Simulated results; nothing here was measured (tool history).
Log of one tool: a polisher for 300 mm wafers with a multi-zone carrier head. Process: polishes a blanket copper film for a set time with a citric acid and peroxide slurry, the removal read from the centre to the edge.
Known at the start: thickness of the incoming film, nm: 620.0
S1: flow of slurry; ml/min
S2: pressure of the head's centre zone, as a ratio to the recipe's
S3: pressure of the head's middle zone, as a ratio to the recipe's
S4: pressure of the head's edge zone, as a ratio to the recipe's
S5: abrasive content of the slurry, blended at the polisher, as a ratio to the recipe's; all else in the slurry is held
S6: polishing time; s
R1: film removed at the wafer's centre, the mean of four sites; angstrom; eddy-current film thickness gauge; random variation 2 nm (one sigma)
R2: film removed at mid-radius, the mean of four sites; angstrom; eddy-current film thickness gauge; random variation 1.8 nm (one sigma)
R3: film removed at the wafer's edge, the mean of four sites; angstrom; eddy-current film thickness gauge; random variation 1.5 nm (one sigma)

Run 1, hour 0.0: S1 260 ml/min, S2 1.00, S3 1.00, S4 1.00, S5 1.00, S6 62 s. Result: R1 1208.5 angstrom, R2 1191.6 angstrom, R3 1210.8 angstrom.
Run 2, hour 8.0: S1 265 ml/min, S2 1.01, S3 1.02, S4 1.00, S5 1.05, S6 62 s. Result: R1 1261.7 angstrom, R2 1220.2 angstrom, R3 1241.1 angstrom.
Run 3, hour 13.2: S1 265 ml/min, S2 1.01, S3 0.98, S4 1.00, S5 1.05, S6 62 s. Result: R1 1234.5 angstrom, R2 1167.2 angstrom, R3 1213.0 angstrom.
Run 4, hour 14.2: S1 270 ml/min, S2 1.01, S3 1.01, S4 0.99, S5 1.10, S6 63 s. Result: R1 1221.2 angstrom, R2 1247.4 angstrom, R3 1270.3 angstrom.
Run 5, hour 20.5: S1 270 ml/min, S2 1.03, S3 1.03, S4 0.98, S5 1.10, S6 64 s. Result: R1 1296.6 angstrom, R2 1312.0 angstrom, R3 1269.4 angstrom.
Run 6, hour 25.4: S1 270 ml/min, S2 0.99, S3 1.03, S4 0.98, S5 1.10, S6 64 s. Result: R1 1252.1 angstrom, R2 1293.7 angstrom, R3 1258.1 angstrom.
Run 7, hour 26.9: S1 270 ml/min, S2 1.01, S3 1.05, S4 0.98, S5 1.10, S6 64 s. Result: R1 1296.2 angstrom, R2 1327.5 angstrom, R3 1290.8 angstrom.
Run 8, hour 33.2: S1 270 ml/min, S2 1.02, S3 1.07, S4 0.98, S5 1.10, S6 64 s. Result: R1 1288.4 angstrom, R2 1322.1 angstrom, R3 1279.6 angstrom.
Run 9, hour 35.2: S1 275 ml/min, S2 1.04, S3 1.08, S4 0.97, S5 1.15, S6 64 s. Result: R1 1317.8 angstrom, R2 1364.3 angstrom, R3 1267.6 angstrom.
Run 10, hour 43.8: S1 275 ml/min, S2 1.05, S3 1.09, S4 0.97, S5 1.20, S6 64 s. Result: R1 1344.4 angstrom, R2 1373.4 angstrom, R3 1294.5 angstrom.
Run 11, hour 45.6: S1 280 ml/min, S2 1.06, S3 1.10, S4 0.97, S5 1.20, S6 64 s. Result: R1 1375.1 angstrom, R2 1409.9 angstrom, R3 1280.6 angstrom.

Forecast run 12:
Run 12, hour 50.4: S1 285 ml/min, S2 1.06, S3 1.11, S4 0.98, S5 1.25, S6 64 s. Result: R1 ?, R2 ?, R3 ?.

Run 12 gave R1 1362.4 angstrom, R2 1427.8 angstrom, R3 1302.4 angstrom.
